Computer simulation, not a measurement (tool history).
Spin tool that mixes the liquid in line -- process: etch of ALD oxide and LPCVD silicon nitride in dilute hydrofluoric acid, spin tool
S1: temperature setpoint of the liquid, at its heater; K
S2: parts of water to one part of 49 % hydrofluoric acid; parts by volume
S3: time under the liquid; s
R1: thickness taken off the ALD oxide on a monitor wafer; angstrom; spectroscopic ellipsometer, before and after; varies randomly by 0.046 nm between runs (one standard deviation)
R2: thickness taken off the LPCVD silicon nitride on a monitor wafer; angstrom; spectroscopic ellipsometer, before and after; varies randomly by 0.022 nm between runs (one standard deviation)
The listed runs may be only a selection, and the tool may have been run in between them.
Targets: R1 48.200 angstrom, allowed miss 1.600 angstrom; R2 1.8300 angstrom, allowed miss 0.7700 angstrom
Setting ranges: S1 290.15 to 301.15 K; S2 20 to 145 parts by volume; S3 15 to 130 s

run	hour	S1	S2	S3	R1	R2
1	0.0	293.15	80	65	76.627	2.9217
2	1.0	293.15	55	65	113.220	4.2642
3	9.8	293.15	40	65	162.510	6.1608
4	18.8	292.65	55	65	112.300	4.3165
5	21.2	292.65	70	65	87.944	3.1963
6	22.8	292.15	75	65	78.331	3.6570
7	26.0	292.65	85	65	68.786	2.9020
8	28.0	292.15	90	65	63.919	2.3793
9	36.0	292.15	90	65	65.490	2.9361
10	44.6	292.65	95	65	60.780	1.9179
11	53.5	292.15	95	65	61.298	2.6912
12	54.7	292.65	100	65	58.525	2.0331
13	59.8	292.15	100	65	57.234	1.9975

Which of these 4 next moves meets every target?
A	64.9	296.15	135	85	?	?
B	64.9	291.65	100	55	?	?
C	64.9	292.65	100	60	?	?
D	64.9	290.15	65	55	?	?

move	R1	R2
A	62.961	2.7180
B	47.684	1.7430
C	54.220	2.0366
D	71.513	2.3850
A: further off than the last run
B: every result lands within tolerance
C: closes in on the targets versus the last run, not all within tolerance yet
D: further off than the last run
B meets every target.
